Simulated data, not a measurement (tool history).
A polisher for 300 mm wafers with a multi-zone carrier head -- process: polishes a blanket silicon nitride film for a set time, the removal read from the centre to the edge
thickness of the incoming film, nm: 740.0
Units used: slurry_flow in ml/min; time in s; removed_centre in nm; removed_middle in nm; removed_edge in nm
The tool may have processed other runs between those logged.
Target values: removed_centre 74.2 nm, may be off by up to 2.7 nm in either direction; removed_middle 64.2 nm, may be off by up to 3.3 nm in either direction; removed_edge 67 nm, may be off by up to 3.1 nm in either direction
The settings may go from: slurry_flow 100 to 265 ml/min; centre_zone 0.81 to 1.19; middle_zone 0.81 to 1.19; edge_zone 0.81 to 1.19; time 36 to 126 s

run,hour,slurry_flow,centre_zone,middle_zone,edge_zone,time,removed_centre,removed_middle,removed_edge
1,0,170,1,1,1,81,114.73,115.78,116.24
2,6.6,170,1,1,0.97,81,115.22,115.53,112.48
3,13,145,1,1,0.97,81,111.01,108.18,113.28
4,15.4,150,1.01,0.97,0.95,72,98.999,98.524,99.282
5,16.8,115,1.01,0.97,0.95,72,93.007,92.525,95.411
6,18.6,140,1.01,0.97,0.95,72,99.713,95.234,99.855
7,21.2,145,1.02,0.96,0.93,64,90.036,87.473,85.963
8,24.9,145,1.02,0.96,0.93,64,88.804,85.391,87.016
9,27.8,145,1.03,0.94,0.91,60,84.956,78.398,81.835
10,35.6,145,1.04,0.93,0.89,57,80.678,75.276,77.415
11,37,145,1.06,0.92,0.88,55,78.573,71.518,73.738
12,38.2,140,1.07,0.91,0.86,55,79.588,70.738,71.617
13,44.5,135,1.07,0.9,0.85,55,78.479,68.949,69.52
14,51.1,130,1.07,0.89,0.85,55,78.798,68.716,70.716
15,58.7,130,1.07,0.89,0.85,55,78.077,66.824,70.908
16,62.1,130,1.07,0.89,0.85,55,78.465,67.271,70.226
17,64.9,115,1.05,0.87,0.82,53,73.128,62.369,65.076

Which one of the following 5 next-run settings gets every result inside its allowed miss? There is exactly one.
A,67.7,120,1.06,0.88,0.82,54,?,?,?
B,67.7,115,1.08,0.81,0.87,53,?,?,?
C,67.7,100,1.13,0.88,0.82,52,?,?,?
D,67.7,130,1.18,0.94,0.82,48,?,?,?
E,67.7,100,1.16,0.96,0.81,51,?,?,?

move,removed_centre,removed_middle,removed_edge
A,73.228,63.576,69.255
B,72.179,58.03,69.254
C,70.367,57.771,64.124
D,74.343,60.587,62.445
E,70.894,60.429,62.495
A: meets every target
B: meets the target for the result that was furthest off, but another lies outside its allowed miss
C: meets the target for the result that was furthest off, but another lies outside its allowed miss
D: its largest miss is bigger than the last run's
E: its largest miss is bigger than the last run's
The move that meets every target is A.
